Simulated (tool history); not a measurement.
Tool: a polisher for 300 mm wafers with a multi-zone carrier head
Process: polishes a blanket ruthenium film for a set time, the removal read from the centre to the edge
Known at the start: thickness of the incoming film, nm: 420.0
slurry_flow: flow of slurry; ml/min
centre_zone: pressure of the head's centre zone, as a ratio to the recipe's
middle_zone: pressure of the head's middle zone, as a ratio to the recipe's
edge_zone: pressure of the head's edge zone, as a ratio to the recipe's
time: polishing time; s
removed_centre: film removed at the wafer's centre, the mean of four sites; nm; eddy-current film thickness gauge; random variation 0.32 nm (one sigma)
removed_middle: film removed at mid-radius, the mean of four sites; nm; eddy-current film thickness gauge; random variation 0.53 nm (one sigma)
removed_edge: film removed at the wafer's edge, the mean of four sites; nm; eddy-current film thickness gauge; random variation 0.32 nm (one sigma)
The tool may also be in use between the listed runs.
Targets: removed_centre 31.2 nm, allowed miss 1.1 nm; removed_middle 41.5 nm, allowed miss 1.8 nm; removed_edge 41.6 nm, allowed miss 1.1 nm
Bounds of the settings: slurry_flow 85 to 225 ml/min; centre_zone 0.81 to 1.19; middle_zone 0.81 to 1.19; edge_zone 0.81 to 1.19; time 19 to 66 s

| run | hour | slurry_flow | centre_zone | middle_zone | edge_zone | time | removed_centre | removed_middle | removed_edge |
|---|---|---|---|---|---|---|---|---|---|
| 1 | 0 | 145 | 1 | 1 | 1 | 42 | 43.333 | 46.289 | 46.705 |
| 2 | 2 | 145 | 1 | 1 | 1 | 51 | 52.564 | 54.951 | 56.075 |
| 3 | 6.8 | 140 | 0.97 | 1 | 0.99 | 49 | 48.749 | 50.868 | 54.197 |
| 4 | 11.3 | 140 | 0.97 | 1.05 | 0.99 | 49 | 49.169 | 53.684 | 53.727 |
| 5 | 14.6 | 140 | 0.97 | 1.05 | 0.92 | 49 | 48.459 | 54.436 | 52.51 |
| 6 | 17.1 | 170 | 0.97 | 1.05 | 0.92 | 49 | 51.073 | 56.49 | 54.099 |
| 7 | 22.7 | 170 | 0.97 | 1.05 | 0.92 | 49 | 50.853 | 56.025 | 55.118 |
| 8 | 27 | 160 | 0.95 | 1.06 | 0.93 | 48 | 49.031 | 55.282 | 53.658 |
| 9 | 28.8 | 160 | 0.95 | 1.06 | 0.93 | 48 | 49.612 | 54.396 | 53.454 |
| 10 | 36.2 | 150 | 0.93 | 1.07 | 0.93 | 46 | 44.578 | 52.13 | 50.349 |
| 11 | 37.6 | 140 | 0.91 | 1.07 | 0.92 | 45 | 42.091 | 50.093 | 48.537 |
| 12 | 45 | 140 | 0.91 | 1.07 | 0.92 | 45 | 41.624 | 50.973 | 48.381 |
| 13 | 53 | 135 | 0.9 | 1.05 | 0.91 | 45 | 40.705 | 48.227 | 47.58 |
| 14 | 57.3 | 130 | 0.89 | 1.05 | 0.91 | 44 | 38.241 | 47.691 | 46.691 |
| 15 | 62.4 | 125 | 0.89 | 1.04 | 0.9 | 44 | 38.146 | 46.491 | 46.143 |
| 16 | 71.2 | 120 | 0.88 | 1.04 | 0.89 | 44 | 37.481 | 45.114 | 45.191 |
| 17 | 75.5 | 115 | 0.87 | 1.04 | 0.89 | 44 | 36.256 | 45.825 | 44.458 |
| 18 | 81.5 | 110 | 0.86 | 1.03 | 0.89 | 44 | 35.514 | 43.852 | 44.342 |
| 19 | 86.8 | 105 | 0.85 | 1.03 | 0.89 | 44 | 34.387 | 43.617 | 44.014 |
| 20 | 89 | 105 | 0.84 | 1.03 | 0.88 | 44 | 34.306 | 44.395 | 44.285 |
| 21 | 95.2 | 105 | 0.84 | 1.03 | 0.87 | 44 | 33.312 | 43.76 | 43.101 |
|  | 97.8 | slurry nozzle cleaned |
| 22 | 97.8 | 95 | 0.83 | 1.02 | 0.87 | 44 | 37.579 | 48.244 | 46.222 |
| 23 | 101.6 | 100 | 0.83 | 1.03 | 0.87 | 44 | 37.59 | 47.842 | 46.127 |
| 24 | 107 | 85 | 0.81 | 1.05 | 0.97 | 37 | 29.366 | 38.812 | 40.19 |
| 25 | 113.2 | 90 | 0.81 | 1.06 | 0.97 | 37 | 30.001 | 41.542 | 40.602 |

5 next moves are on the table. One of them brings every result within its allowed miss. Which?
| A | 119.4 | 90 | 0.88 | 1.16 | 0.94 | 39 | ? | ? | ? |
| B | 119.4 | 85 | 0.82 | 1.19 | 0.96 | 36 | ? | ? | ? |
| C | 119.4 | 100 | 0.81 | 1.04 | 0.9 | 37 | ? | ? | ? |
| D | 119.4 | 85 | 0.83 | 0.94 | 1 | 38 | ? | ? | ? |
| E | 119.4 | 100 | 0.81 | 1.07 | 1.03 | 37 | ? | ? | ? |

| move | removed_centre | removed_middle | removed_edge |
|---|---|---|---|
| A | 34.383 | 45.188 | 41.45 |
| B | 28.981 | 41.76 | 38.163 |
| C | 31.016 | 40.966 | 39.43 |
| D | 30.925 | 37.538 | 41.117 |
| E | 31.022 | 41.759 | 41.785 |
A: takes the result that was furthest off past its target
B: further off than the last run
C: brings the result that was furthest off to its target, and leaves another outside
D: brings the result that was furthest off to its target, and leaves another outside
E: meets every target
The right move is E.

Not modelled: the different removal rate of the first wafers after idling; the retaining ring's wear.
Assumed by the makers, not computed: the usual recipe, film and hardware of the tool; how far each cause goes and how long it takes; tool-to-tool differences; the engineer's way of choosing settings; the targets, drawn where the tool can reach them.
